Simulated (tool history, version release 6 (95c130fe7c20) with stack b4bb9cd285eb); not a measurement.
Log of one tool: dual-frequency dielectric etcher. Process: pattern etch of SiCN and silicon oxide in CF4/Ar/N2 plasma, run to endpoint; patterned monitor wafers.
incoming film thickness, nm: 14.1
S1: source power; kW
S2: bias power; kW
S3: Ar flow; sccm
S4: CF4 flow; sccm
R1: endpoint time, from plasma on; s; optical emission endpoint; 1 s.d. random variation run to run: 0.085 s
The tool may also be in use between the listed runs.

run	day	S1	S2	S3	S4	R1
1	0	0.55	0.085	129	43	14.377
2	0.262	0.59	0.085	129	43	13.842
3	0.583	0.6	0.085	129	43	13.65
4	0.912	0.61	0.085	129	43	13.568
5	1.2	0.62	0.085	129	43	13.283
6	1.225	0.63	0.085	129	43	13.261

Run 7 comes next. What will it give?
7	1.4	0.64	0.085	129	43	?

{"run 7": {"R1": 13.14}}
